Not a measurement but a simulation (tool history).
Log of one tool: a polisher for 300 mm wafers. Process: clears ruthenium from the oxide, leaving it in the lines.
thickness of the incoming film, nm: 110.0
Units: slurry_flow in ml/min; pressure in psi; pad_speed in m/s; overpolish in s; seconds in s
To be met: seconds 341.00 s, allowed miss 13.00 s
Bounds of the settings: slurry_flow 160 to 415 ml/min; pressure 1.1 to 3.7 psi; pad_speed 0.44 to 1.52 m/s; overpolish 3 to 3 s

Run 1, hour 0.0: slurry_flow 265 ml/min, pressure 2.4 psi, pad_speed 0.98 m/s, overpolish 3 s. Result: seconds 105.20 s.
Run 2, hour 8.9: slurry_flow 250 ml/min, pressure 2.2 psi, pad_speed 0.90 m/s, overpolish 3 s. Result: seconds 122.88 s.
Run 3, hour 16.5: slurry_flow 250 ml/min, pressure 2.2 psi, pad_speed 0.90 m/s, overpolish 3 s. Result: seconds 122.78 s.
Run 4, hour 25.3: slurry_flow 250 ml/min, pressure 1.7 psi, pad_speed 0.90 m/s, overpolish 3 s. Result: seconds 156.97 s.
Run 5, hour 28.1: slurry_flow 250 ml/min, pressure 1.7 psi, pad_speed 0.90 m/s, overpolish 3 s. Result: seconds 156.87 s.
Run 6, hour 29.8: slurry_flow 250 ml/min, pressure 1.7 psi, pad_speed 0.90 m/s, overpolish 3 s. Result: seconds 158.32 s.
Run 7, hour 32.7: slurry_flow 235 ml/min, pressure 1.6 psi, pad_speed 0.82 m/s, overpolish 3 s. Result: seconds 180.94 s.
Run 8, hour 37.0: slurry_flow 235 ml/min, pressure 1.5 psi, pad_speed 0.76 m/s, overpolish 3 s. Result: seconds 208.32 s.
Run 9, hour 39.4: slurry_flow 235 ml/min, pressure 1.4 psi, pad_speed 0.72 m/s, overpolish 3 s. Result: seconds 232.03 s.
Run 10, hour 43.3: slurry_flow 235 ml/min, pressure 1.4 psi, pad_speed 0.70 m/s, overpolish 3 s. Result: seconds 245.57 s.
Run 11, hour 47.9: slurry_flow 235 ml/min, pressure 1.4 psi, pad_speed 0.68 m/s, overpolish 3 s. Result: seconds 246.71 s.
Run 12, hour 56.7: slurry_flow 235 ml/min, pressure 1.4 psi, pad_speed 0.68 m/s, overpolish 3 s. Result: seconds 248.16 s.
Run 13, hour 62.8: slurry_flow 235 ml/min, pressure 1.4 psi, pad_speed 0.66 m/s, overpolish 3 s. Result: seconds 261.06 s.

Which of these 5 next moves meets every target?
Run A, hour 68.9: slurry_flow 245 ml/min, pressure 1.1 psi, pad_speed 0.56 m/s, overpolish 3 s. Result: seconds ?.
Run B, hour 68.9: slurry_flow 240 ml/min, pressure 1.3 psi, pad_speed 0.46 m/s, overpolish 3 s. Result: seconds ?.
Run C, hour 68.9: slurry_flow 210 ml/min, pressure 1.4 psi, pad_speed 0.44 m/s, overpolish 3 s. Result: seconds ?.
Run D, hour 68.9: slurry_flow 175 ml/min, pressure 1.7 psi, pad_speed 0.86 m/s, overpolish 3 s. Result: seconds ?.
Run E, hour 68.9: slurry_flow 255 ml/min, pressure 1.1 psi, pad_speed 0.62 m/s, overpolish 3 s. Result: seconds ?.

move  seconds
   A   369.00
   B   380.55
   C   376.38
   D   170.02
   E   333.40
A: takes the result that was furthest off past its target
B: takes the result that was furthest off past its target
C: takes the result that was furthest off past its target
D: further off than the last run
E: meets every target
Move E is the one to make.

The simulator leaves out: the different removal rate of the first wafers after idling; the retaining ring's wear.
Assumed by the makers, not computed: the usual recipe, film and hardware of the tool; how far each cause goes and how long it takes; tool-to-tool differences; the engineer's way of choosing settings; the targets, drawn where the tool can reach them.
